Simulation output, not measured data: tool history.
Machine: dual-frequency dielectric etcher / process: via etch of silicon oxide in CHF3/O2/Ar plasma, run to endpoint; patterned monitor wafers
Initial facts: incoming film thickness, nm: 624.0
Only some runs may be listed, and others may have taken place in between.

run 1 hour=0.0 | source_power_(kW)=0.850 bias_power_(kW)=0.166 | endpoint_time_(s)=287.79
run 2 hour=1.5 | source_power_(kW)=0.970 bias_power_(kW)=0.166 | endpoint_time_(s)=271.42
run 3 hour=6.7 | source_power_(kW)=0.900 bias_power_(kW)=0.161 | endpoint_time_(s)=279.13
run 4 hour=10.9 | source_power_(kW)=0.820 bias_power_(kW)=0.155 | endpoint_time_(s)=292.33
run 5 hour=16.7 | source_power_(kW)=0.820 bias_power_(kW)=0.170 | endpoint_time_(s)=292.93
run 6 hour=19.3 | source_power_(kW)=0.820 bias_power_(kW)=0.157 | endpoint_time_(s)=295.97
run 7 hour=27.5 | source_power_(kW)=0.780 bias_power_(kW)=0.154 | endpoint_time_(s)=310.25

Predict the results of run 8:
run 8 hour=33.4 | source_power_(kW)=0.780 bias_power_(kW)=0.154 | endpoint_time_(s)=?

{"run 8": {"endpoint time (s)": 306.06}}
